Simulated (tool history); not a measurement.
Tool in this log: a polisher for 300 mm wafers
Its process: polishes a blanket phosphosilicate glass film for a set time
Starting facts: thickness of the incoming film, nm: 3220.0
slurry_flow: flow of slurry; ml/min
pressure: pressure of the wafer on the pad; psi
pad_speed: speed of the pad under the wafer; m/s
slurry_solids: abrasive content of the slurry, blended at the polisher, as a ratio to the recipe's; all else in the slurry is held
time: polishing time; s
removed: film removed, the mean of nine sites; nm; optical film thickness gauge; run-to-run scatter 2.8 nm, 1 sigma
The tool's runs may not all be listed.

| run | hour | slurry_flow | pressure | pad_speed | slurry_solids | time | removed |
|---|---|---|---|---|---|---|---|
| 1 | 0 | 185 | 2.7 | 0.88 | 1 | 51 | 321.84 |
| 2 | 4.5 | 185 | 2.7 | 0.88 | 1 | 51 | 308.7 |
| 3 | 9 | 185 | 2.7 | 0.66 | 1 | 51 | 264.37 |
| 4 | 9.7 | 185 | 2.6 | 0.66 | 1 | 51 | 251.35 |
|  | 16.4 | slurry blender recalibrated |
| 5 | 16.4 | 185 | 2.6 | 0.56 | 1 | 51 | 260 |
| 6 | 19.5 | 185 | 2.5 | 0.54 | 1 | 51 | 247.61 |
| 7 | 22.5 | 185 | 2.4 | 0.52 | 1 | 51 | 234.63 |
| 8 | 23 | 185 | 2.3 | 0.52 | 1 | 51 | 219.73 |

Run 9 has not been measured yet. What should we expect?
| 9 | 25.9 | 185 | 2.2 | 0.52 | 1 | 51 | ? |

For run 9 the tool returned removed 216.8 nm.
